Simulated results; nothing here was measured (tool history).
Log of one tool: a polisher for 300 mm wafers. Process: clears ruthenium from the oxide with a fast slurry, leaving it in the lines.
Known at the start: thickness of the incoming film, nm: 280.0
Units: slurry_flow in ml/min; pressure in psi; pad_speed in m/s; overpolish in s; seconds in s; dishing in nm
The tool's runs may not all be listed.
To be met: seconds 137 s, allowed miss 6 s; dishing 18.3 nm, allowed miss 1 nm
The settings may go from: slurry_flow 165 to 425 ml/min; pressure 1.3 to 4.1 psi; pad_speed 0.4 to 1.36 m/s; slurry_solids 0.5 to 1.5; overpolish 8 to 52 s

run 1 hour=0 | slurry_flow=275 pressure=2.7 pad_speed=0.88 slurry_solids=1 overpolish=26 | seconds=78.67 dishing=71.768
run 2 hour=1.1 | slurry_flow=275 pressure=2.6 pad_speed=0.84 slurry_solids=1 overpolish=24 | seconds=84.319 dishing=64.625
run 3 hour=8.1 | slurry_flow=260 pressure=2.6 pad_speed=0.82 slurry_solids=0.95 overpolish=22 | seconds=91.617 dishing=55.767
run 4 hour=13 | slurry_flow=220 pressure=2.6 pad_speed=0.82 slurry_solids=0.95 overpolish=22 | seconds=89.486 dishing=54.403
run 5 hour=17.7 | slurry_flow=220 pressure=2.6 pad_speed=0.82 slurry_solids=0.95 overpolish=30 | seconds=91.648 dishing=71.692
run 6 hour=22.7 | slurry_flow=220 pressure=2.6 pad_speed=0.82 slurry_solids=1.05 overpolish=30 | seconds=88.224 dishing=74.953
run 7 hour=29.5 | slurry_flow=220 pressure=2.6 pad_speed=0.58 slurry_solids=0.8 overpolish=17 | seconds=144.65 dishing=28.884
run 8 hour=37.5 | slurry_flow=215 pressure=2.7 pad_speed=0.56 slurry_solids=0.75 overpolish=16 | seconds=147.98 dishing=26.555
run 9 hour=38.7 | slurry_flow=165 pressure=3.4 pad_speed=0.4 slurry_solids=0.5 overpolish=8 | seconds=248.81 dishing=8.2735
run 10 hour=43.3 | slurry_flow=240 pressure=3.9 pad_speed=0.56 slurry_solids=0.5 overpolish=11 | seconds=154.1 dishing=18.687
run 11 hour=47.1 | slurry_flow=230 pressure=4 pad_speed=0.6 slurry_solids=0.5 overpolish=9 | seconds=139.75 dishing=16.12
-- hour=48.9 slurry nozzle cleaned
run 12 hour=48.9 | slurry_flow=230 pressure=4 pad_speed=0.6 slurry_solids=0.5 overpolish=9 | seconds=134.48 dishing=16.75
run 13 hour=56.3 | slurry_flow=240 pressure=3.9 pad_speed=0.6 slurry_solids=0.5 overpolish=9 | seconds=139.1 dishing=16.402
run 14 hour=64.2 | slurry_flow=245 pressure=3.9 pad_speed=0.6 slurry_solids=0.5 overpolish=9 | seconds=135.2 dishing=16.136
run 15 hour=66.3 | slurry_flow=225 pressure=3.9 pad_speed=0.6 slurry_solids=0.5 overpolish=14 | seconds=140.5 dishing=25.497
run 16 hour=69.8 | slurry_flow=225 pressure=3.8 pad_speed=0.6 slurry_solids=0.55 overpolish=12 | seconds=129.77 dishing=23.095
run 17 hour=72.3 | slurry_flow=230 pressure=3.7 pad_speed=0.6 slurry_solids=0.55 overpolish=11 | seconds=130.92 dishing=20.829
run 18 hour=78.6 | slurry_flow=225 pressure=3.7 pad_speed=0.6 slurry_solids=0.55 overpolish=11 | seconds=131.02 dishing=20.224
run 19 hour=86.8 | slurry_flow=225 pressure=3.6 pad_speed=0.6 slurry_solids=0.55 overpolish=11 | seconds=133.7 dishing=20.369
run 20 hour=87.6 | slurry_flow=220 pressure=3.6 pad_speed=0.6 slurry_solids=0.55 overpolish=11 | seconds=135.68 dishing=20.503
run 21 hour=93.4 | slurry_flow=220 pressure=3.7 pad_speed=0.58 slurry_solids=0.6 overpolish=11 | seconds=126.57 dishing=21.995
run 22 hour=95.6 | slurry_flow=220 pressure=3.6 pad_speed=0.58 slurry_solids=0.6 overpolish=10 | seconds=129.56 dishing=18.81

4 next moves are on the table. One of them brings every result within its allowed miss. Which?
run A hour=97.8 | slurry_flow=260 pressure=3.8 pad_speed=0.54 slurry_solids=0.55 overpolish=10 | seconds=? dishing=?
run B hour=97.8 | slurry_flow=215 pressure=3.7 pad_speed=0.52 slurry_solids=0.7 overpolish=9 | seconds=? dishing=?
run C hour=97.8 | slurry_flow=220 pressure=3.6 pad_speed=0.66 slurry_solids=0.6 overpolish=9 | seconds=? dishing=?
run D hour=97.8 | slurry_flow=170 pressure=3.3 pad_speed=0.56 slurry_solids=0.75 overpolish=9 | seconds=? dishing=?

move=A seconds=138.67 dishing=17.724
move=B seconds=119.72 dishing=18.446
move=C seconds=112.62 dishing=19.557
move=D seconds=121.2 dishing=18.23
A: meets every target
B: further off than the last run
C: further off than the last run
D: further off than the last run
The right move is A.

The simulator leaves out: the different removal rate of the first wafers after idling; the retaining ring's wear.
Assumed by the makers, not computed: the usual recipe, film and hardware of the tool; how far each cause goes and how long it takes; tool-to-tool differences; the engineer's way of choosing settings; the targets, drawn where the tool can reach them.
